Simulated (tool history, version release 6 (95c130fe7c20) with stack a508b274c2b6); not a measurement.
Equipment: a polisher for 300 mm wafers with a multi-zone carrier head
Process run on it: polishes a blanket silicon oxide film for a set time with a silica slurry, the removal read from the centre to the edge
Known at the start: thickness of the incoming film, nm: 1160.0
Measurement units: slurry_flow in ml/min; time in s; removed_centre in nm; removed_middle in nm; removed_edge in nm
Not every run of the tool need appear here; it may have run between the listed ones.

{"run": 1, "hour": 0.0, "slurry_flow": 290, "centre_zone": 1, "middle_zone": 1, "edge_zone": 1, "slurry_solids": 1, "time": 37, "removed_centre": 148.45, "removed_middle": 147.7, "removed_edge": 152.55}
{"run": 2, "hour": 2.2, "slurry_flow": 290, "centre_zone": 1.05, "middle_zone": 1, "edge_zone": 1, "slurry_solids": 1, "time": 37, "removed_centre": 153.31, "removed_middle": 149.27, "removed_edge": 154.38}
{"run": 3, "hour": 10.3, "slurry_flow": 290, "centre_zone": 1.05, "middle_zone": 1, "edge_zone": 1, "slurry_solids": 0.8, "time": 37, "removed_centre": 143.27, "removed_middle": 138.64, "removed_edge": 140.37}
{"run": 4, "hour": 14.0, "slurry_flow": 245, "centre_zone": 1.05, "middle_zone": 1, "edge_zone": 1, "slurry_solids": 0.8, "time": 37, "removed_centre": 142.21, "removed_middle": 135.8, "removed_edge": 139.81}
{"run": 5, "hour": 17.8, "slurry_flow": 240, "centre_zone": 1.07, "middle_zone": 1, "edge_zone": 1.03, "slurry_solids": 0.95, "time": 37, "removed_centre": 148.85, "removed_middle": 143.84, "removed_edge": 150.87}
{"run": 6, "hour": 19.8, "slurry_flow": 240, "centre_zone": 1.07, "middle_zone": 1, "edge_zone": 1.03, "slurry_solids": 1.1, "time": 37, "removed_centre": 155.99, "removed_middle": 150.26, "removed_edge": 159.5}
{"run": 7, "hour": 26.7, "slurry_flow": 305, "centre_zone": 1.13, "middle_zone": 1.02, "edge_zone": 1.13, "slurry_solids": 1.35, "time": 37, "removed_centre": 183.54, "removed_middle": 171.15, "removed_edge": 180.42}
{"run": 8, "hour": 30.8, "slurry_flow": 300, "centre_zone": 1.12, "middle_zone": 1.01, "edge_zone": 1.14, "slurry_solids": 1.4, "time": 37, "removed_centre": 184.3, "removed_middle": 168.93, "removed_edge": 182.2}
{"run": 9, "hour": 37.3, "slurry_flow": 300, "centre_zone": 1.12, "middle_zone": 1.01, "edge_zone": 1.14, "slurry_solids": 1.4, "time": 37, "removed_centre": 183.61, "removed_middle": 168.13, "removed_edge": 181.84}
{"run": 10, "hour": 39.4, "slurry_flow": 300, "centre_zone": 1.12, "middle_zone": 1.01, "edge_zone": 1.14, "slurry_solids": 1.4, "time": 37, "removed_centre": 182.59, "removed_middle": 171.74, "removed_edge": 180.83}
{"run": 11, "hour": 48.3, "slurry_flow": 290, "centre_zone": 1.11, "middle_zone": 0.99, "edge_zone": 1.15, "slurry_solids": 1.4, "time": 37, "removed_centre": 180.49, "removed_middle": 165.46, "removed_edge": 182.98}

Run 12 comes next. What will it give?
{"run": 12, "hour": 52.0, "slurry_flow": 290, "centre_zone": 1.11, "middle_zone": 0.99, "edge_zone": 1.16, "slurry_solids": 1.4, "time": 37, "removed_centre": "?", "removed_middle": "?", "removed_edge": "?"}

Run 12 came out at removed_centre 180.36 nm, removed_middle 166.91 nm, removed_edge 187.43 nm.
